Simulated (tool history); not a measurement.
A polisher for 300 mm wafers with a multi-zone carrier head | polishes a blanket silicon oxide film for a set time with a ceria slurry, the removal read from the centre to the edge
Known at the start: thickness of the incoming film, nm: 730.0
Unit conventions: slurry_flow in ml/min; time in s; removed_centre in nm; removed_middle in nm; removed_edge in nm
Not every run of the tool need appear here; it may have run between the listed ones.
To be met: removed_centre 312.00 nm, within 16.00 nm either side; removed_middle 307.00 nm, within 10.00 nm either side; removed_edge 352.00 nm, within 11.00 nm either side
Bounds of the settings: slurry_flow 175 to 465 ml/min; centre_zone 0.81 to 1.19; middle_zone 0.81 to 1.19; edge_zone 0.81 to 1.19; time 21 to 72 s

| run | hour | slurry_flow | centre_zone | middle_zone | edge_zone | time | removed_centre | removed_middle | removed_edge |
|---|---|---|---|---|---|---|---|---|---|
| 1 | 0.0 | 295 | 1.00 | 1.00 | 1.00 | 46 | 235.60 | 255.54 | 258.96 |
| 2 | 5.8 | 295 | 1.05 | 1.00 | 1.00 | 46 | 252.06 | 258.29 | 257.35 |
| 3 | 10.7 | 295 | 1.05 | 1.00 | 1.08 | 46 | 250.80 | 256.56 | 264.60 |
| 4 | 19.1 | 370 | 1.05 | 1.00 | 1.08 | 46 | 260.05 | 263.49 | 267.46 |
| 5 | 22.2 | 370 | 1.05 | 1.00 | 1.08 | 40 | 225.72 | 232.52 | 233.33 |
| 6 | 25.8 | 370 | 0.99 | 1.00 | 1.08 | 40 | 212.19 | 231.87 | 232.29 |
|  | 31.7 | centre zone pressure recalibrated |
| 7 | 31.7 | 355 | 0.99 | 0.98 | 1.09 | 45 | 251.42 | 254.24 | 262.31 |
| 8 | 34.4 | 320 | 0.95 | 0.97 | 1.11 | 48 | 259.68 | 265.62 | 279.02 |
| 9 | 39.6 | 295 | 0.92 | 0.96 | 1.12 | 51 | 258.35 | 273.82 | 296.16 |
| 10 | 45.8 | 290 | 0.92 | 0.95 | 1.13 | 53 | 270.21 | 288.93 | 311.70 |
| 11 | 51.4 | 290 | 0.93 | 0.93 | 1.14 | 54 | 287.28 | 285.36 | 322.51 |
| 12 | 55.3 | 290 | 0.93 | 0.93 | 1.15 | 55 | 280.09 | 290.34 | 326.47 |
| 13 | 57.6 | 300 | 0.95 | 0.93 | 1.15 | 56 | 297.07 | 302.92 | 325.20 |
| 14 | 59.2 | 290 | 0.94 | 0.92 | 1.15 | 57 | 305.01 | 296.82 | 332.89 |

Which single option among these 4 for the next run brings every result within its allowed miss of target? Just one does.
| A | 60.8 | 175 | 0.92 | 0.87 | 1.19 | 66 | ? | ? | ? |
| B | 60.8 | 310 | 1.04 | 0.88 | 1.10 | 61 | ? | ? | ? |
| C | 60.8 | 285 | 0.90 | 0.87 | 1.08 | 62 | ? | ? | ? |
| D | 60.8 | 190 | 0.91 | 0.81 | 1.18 | 66 | ? | ? | ? |

| move | removed_centre | removed_middle | removed_edge |
|---|---|---|---|
| A | 309.15 | 306.72 | 373.91 |
| B | 344.41 | 309.11 | 356.23 |
| C | 308.05 | 308.75 | 357.54 |
| D | 311.26 | 293.47 | 377.02 |
A: takes the biggest miss from the last run beyond its target
B: meets the target for the result that was furthest off, but another lies outside its allowed miss
C: every result lands within tolerance
D: takes the biggest miss from the last run beyond its target
So the answer is move C, the one that meets all the targets.

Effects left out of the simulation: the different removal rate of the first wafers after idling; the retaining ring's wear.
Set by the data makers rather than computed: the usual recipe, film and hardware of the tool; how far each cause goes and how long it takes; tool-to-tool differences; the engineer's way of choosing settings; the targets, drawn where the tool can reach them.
